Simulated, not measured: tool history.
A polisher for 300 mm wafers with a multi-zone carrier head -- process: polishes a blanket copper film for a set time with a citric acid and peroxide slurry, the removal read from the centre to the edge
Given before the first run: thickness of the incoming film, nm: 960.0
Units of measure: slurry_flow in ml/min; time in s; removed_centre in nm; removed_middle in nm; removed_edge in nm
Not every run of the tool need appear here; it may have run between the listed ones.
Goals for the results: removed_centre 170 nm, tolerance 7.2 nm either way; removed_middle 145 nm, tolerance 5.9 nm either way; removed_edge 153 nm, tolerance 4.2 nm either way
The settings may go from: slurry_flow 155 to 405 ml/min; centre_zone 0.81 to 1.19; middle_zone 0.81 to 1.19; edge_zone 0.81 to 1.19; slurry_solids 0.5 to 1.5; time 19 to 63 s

run  hour  slurry_flow  centre_zone  middle_zone  edge_zone  slurry_solids  time  removed_centre  removed_middle  removed_edge
  1     0          260            1            1          1              1    41          140.14          142.84        140.36
  2   7.1          265         1.03         0.99       1.02           1.05    41          142.77          141.33         142.4
  3  16.1          270         1.06         0.99       1.03            1.1    41          147.49          145.42        144.66
  4  23.2          270         1.06         0.99       0.96            1.1    41          150.45          144.02         141.6
  5  26.9          275         1.08         0.98       0.97           1.15    41          153.96          147.51        143.26
  6  35.6          275         1.08         0.98       0.97           1.15    48          180.98          168.77        169.03
  7  41.1          270         1.08         0.96       0.95            1.1    48          175.85           166.6        164.19
  8  45.7          265          1.1         0.93       0.95            1.1    48          185.25          162.68        164.43
  9    48          260         1.09         0.91       0.94           1.05    48          179.69           154.6         161.5
 10  55.3          255         1.08         0.91       0.93           1.05    48          178.04           155.8        162.56
 11    64          255         1.08         0.91       0.92              1    48          177.03           158.9        160.76
 12  66.6          255         1.08          0.9       0.92           0.95    48          173.74          149.74         157.7
 13  71.1          255         1.08          0.9       0.91           0.95    48          171.99          153.61        157.33

4 candidate next runs follow, results not yet known. Just one meets every target within its allowed miss. Identify it.
  A  75.6          255         1.07         0.87       0.89            0.9    48               ?               ?             ?
  B  75.6          235          1.1         0.87       0.87           0.95    50               ?               ?             ?
  C  75.6          265         1.09         1.01       0.87            1.1    46               ?               ?             ?
  D  75.6          240         1.13         0.96       0.85           0.95    50               ?               ?             ?

move  removed_centre  removed_middle  removed_edge
   A          171.83          145.28        151.78
   B          183.51          151.41        156.89
   C          174.08          163.68           149
   D          188.68          164.67        155.32
A: every result lands within tolerance
B: the biggest miss grows against the last run
C: the biggest miss grows against the last run
D: the biggest miss grows against the last run
Move A is the one to make.
